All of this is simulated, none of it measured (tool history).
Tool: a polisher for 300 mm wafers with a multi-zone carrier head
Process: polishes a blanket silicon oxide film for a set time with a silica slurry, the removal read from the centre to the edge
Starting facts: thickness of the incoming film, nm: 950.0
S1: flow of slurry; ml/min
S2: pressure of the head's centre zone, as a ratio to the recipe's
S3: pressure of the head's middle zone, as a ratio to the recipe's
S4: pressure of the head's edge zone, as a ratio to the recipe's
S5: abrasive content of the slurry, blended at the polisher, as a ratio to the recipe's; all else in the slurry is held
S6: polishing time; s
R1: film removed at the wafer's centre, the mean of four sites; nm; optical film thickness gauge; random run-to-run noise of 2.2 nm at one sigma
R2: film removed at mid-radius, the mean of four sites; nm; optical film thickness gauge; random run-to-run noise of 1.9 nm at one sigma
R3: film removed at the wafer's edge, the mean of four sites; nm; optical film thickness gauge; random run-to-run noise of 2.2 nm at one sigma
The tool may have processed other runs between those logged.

| run | hour | S1 | S2 | S3 | S4 | S5 | S6 | R1 | R2 | R3 |
|---|---|---|---|---|---|---|---|---|---|---|
| 1 | 0 | 185 | 1 | 1 | 1 | 1 | 54 | 146.51 | 144.94 | 150.25 |
| 2 | 2.1 | 185 | 0.99 | 0.99 | 1.02 | 1.05 | 54 | 147.51 | 145.42 | 158.21 |
| 3 | 9.9 | 190 | 0.99 | 1 | 1.04 | 1.05 | 54 | 148.98 | 145.62 | 157.18 |
| 4 | 17 | 190 | 0.98 | 1 | 1.05 | 1.1 | 54 | 151.19 | 151.24 | 159.11 |
| 5 | 20.6 | 185 | 0.97 | 0.98 | 1.06 | 1.15 | 54 | 145.18 | 151.43 | 159.59 |
| 6 | 28.7 | 185 | 0.97 | 0.98 | 0.99 | 1.15 | 54 | 152.18 | 148.68 | 156.71 |
| 7 | 31.3 | 185 | 0.97 | 0.97 | 1.01 | 1.2 | 54 | 149.66 | 148.87 | 160.34 |

Run 8 comes next. What will it give?
| 8 | 36.7 | 225 | 1.03 | 0.94 | 1.11 | 1.45 | 55 | ? | ? | ? |

{"run 8": {"R1": 175.48, "R2": 161.93, "R3": 184.97}}

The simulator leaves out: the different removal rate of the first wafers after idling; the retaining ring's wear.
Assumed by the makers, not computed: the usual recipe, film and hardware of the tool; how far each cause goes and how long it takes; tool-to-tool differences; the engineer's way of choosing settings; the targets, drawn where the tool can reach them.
